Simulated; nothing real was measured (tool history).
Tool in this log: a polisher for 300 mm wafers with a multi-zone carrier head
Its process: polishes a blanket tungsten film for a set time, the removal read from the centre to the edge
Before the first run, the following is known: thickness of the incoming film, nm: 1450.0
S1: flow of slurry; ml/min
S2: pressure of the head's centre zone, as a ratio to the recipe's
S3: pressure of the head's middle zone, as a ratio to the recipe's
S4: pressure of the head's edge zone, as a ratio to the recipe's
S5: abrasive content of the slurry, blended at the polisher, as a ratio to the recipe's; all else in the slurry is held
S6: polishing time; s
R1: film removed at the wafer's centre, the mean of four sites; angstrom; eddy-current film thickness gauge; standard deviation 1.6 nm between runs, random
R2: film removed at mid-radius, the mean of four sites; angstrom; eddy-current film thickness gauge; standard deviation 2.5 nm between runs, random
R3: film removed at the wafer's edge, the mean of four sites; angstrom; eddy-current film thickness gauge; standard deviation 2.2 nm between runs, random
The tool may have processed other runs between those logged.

run 1 hour=0.0 | S1=285 S2=1.00 S3=1.00 S4=1.00 S5=1.00 S6=35 | R1=2732.0 R2=2769.4 R3=2795.1
run 2 hour=6.9 | S1=285 S2=1.00 S3=1.00 S4=1.00 S5=1.00 S6=43 | R1=3286.9 R2=3341.1 R3=3454.5
run 3 hour=11.1 | S1=275 S2=0.96 S3=0.96 S4=0.98 S5=0.85 S6=41 | R1=2946.8 R2=3036.3 R3=3133.5
run 4 hour=18.7 | S1=275 S2=0.96 S3=0.96 S4=0.98 S5=0.75 S6=41 | R1=2826.5 R2=2866.4 R3=3055.4
run 5 hour=21.2 | S1=270 S2=0.93 S3=0.94 S4=0.97 S5=0.70 S6=39 | R1=2548.6 R2=2676.5 R3=2839.6
run 6 hour=27.1 | S1=265 S2=0.91 S3=0.91 S4=0.96 S5=0.65 S6=38 | R1=2394.9 R2=2498.0 R3=2709.2
run 7 hour=30.4 | S1=235 S2=0.81 S3=0.81 S4=0.87 S5=0.50 S6=37 | R1=1955.3 R2=2070.8 R3=2358.9

Run 8 has not been measured yet. What should we expect?
run 8 hour=35.9 | S1=240 S2=0.81 S3=0.82 S4=0.87 S5=0.50 S6=37 | R1=? R2=? R3=?

Run 8 measured R1 1972.0 angstrom, R2 2137.8 angstrom, R3 2400.1 angstrom.

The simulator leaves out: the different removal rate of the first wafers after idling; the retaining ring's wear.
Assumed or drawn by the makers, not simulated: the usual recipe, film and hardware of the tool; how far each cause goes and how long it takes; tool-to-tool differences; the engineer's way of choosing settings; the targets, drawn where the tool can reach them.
